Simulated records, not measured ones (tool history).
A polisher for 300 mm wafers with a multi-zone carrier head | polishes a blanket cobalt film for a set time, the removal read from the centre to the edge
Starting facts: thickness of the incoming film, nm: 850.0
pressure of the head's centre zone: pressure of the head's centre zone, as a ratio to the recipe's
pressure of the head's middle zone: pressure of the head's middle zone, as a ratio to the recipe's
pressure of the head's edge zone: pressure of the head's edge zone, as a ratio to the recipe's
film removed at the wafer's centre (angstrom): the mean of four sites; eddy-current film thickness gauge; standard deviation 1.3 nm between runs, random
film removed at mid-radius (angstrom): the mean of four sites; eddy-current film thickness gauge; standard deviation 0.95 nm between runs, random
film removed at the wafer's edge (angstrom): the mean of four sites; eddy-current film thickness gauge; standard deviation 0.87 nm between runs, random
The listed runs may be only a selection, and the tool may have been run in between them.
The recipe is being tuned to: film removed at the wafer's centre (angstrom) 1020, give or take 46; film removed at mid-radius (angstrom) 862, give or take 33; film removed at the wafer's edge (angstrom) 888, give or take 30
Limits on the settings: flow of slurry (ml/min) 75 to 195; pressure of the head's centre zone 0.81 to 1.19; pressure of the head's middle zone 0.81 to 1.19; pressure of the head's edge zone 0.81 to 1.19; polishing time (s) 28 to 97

run,hour,flow of slurry (ml/min),pressure of the head's centre zone,pressure of the head's middle zone,pressure of the head's edge zone,polishing time (s),film removed at the wafer's centre (angstrom),film removed at mid-radius (angstrom),film removed at the wafer's edge (angstrom)
1,0,125,1,1,1,62,1553.3,1532.5,1545.5
2,3.9,125,1,0.96,1,62,1547.1,1501,1561.8
3,8.1,125,1.07,0.96,1,62,1663.1,1488.5,1582.3
4,15.4,125,1.07,0.96,1,53,1419.2,1268,1344
5,17.2,125,1.07,0.9,1,53,1424.9,1211.2,1333
6,18.9,125,1.07,0.89,0.97,50,1336.1,1131.9,1248.3
7,26.3,125,1.07,0.89,0.95,48,1301.6,1099.6,1158.9
8,30.2,120,1.06,0.88,0.94,47,1234.8,1036.8,1153.3
9,32.8,120,1.06,0.88,0.94,47,1227.1,1036.9,1135.8
10,33.7,120,1.06,0.88,0.92,46,1198.4,1033.6,1111.6
11,41.6,120,1.06,0.88,0.91,44,1179.3,987.46,1060.4
12,43.5,120,1.06,0.88,0.9,43,1146.3,965.65,1026.9

5 next moves are on the table. One of them brings every result within its allowed miss. Which?
A,45.4,125,1.08,0.9,0.86,38,?,?,?
B,45.4,105,1.12,0.99,0.87,40,?,?,?
C,45.4,145,1.07,0.89,0.85,40,?,?,?
D,45.4,170,1.04,0.95,0.84,36,?,?,?
E,45.4,110,1.02,0.9,0.9,42,?,?,?

move,film removed at the wafer's centre (angstrom),film removed at mid-radius (angstrom),film removed at the wafer's edge (angstrom)
A,1033.8,859.97,904.82
B,1071,935.76,925.75
C,1119.4,927.11,970.51
D,1013.3,908.05,887.67
E,1038.6,919.8,996.02
A: each result inside its tolerance
B: nearer than the last run, and not there yet
C: nearer than the last run, and not there yet
D: meets the target for the result that was furthest off, but another lies outside its allowed miss
E: nearer than the last run, and not there yet
So the answer is move A, the one that meets all the targets.

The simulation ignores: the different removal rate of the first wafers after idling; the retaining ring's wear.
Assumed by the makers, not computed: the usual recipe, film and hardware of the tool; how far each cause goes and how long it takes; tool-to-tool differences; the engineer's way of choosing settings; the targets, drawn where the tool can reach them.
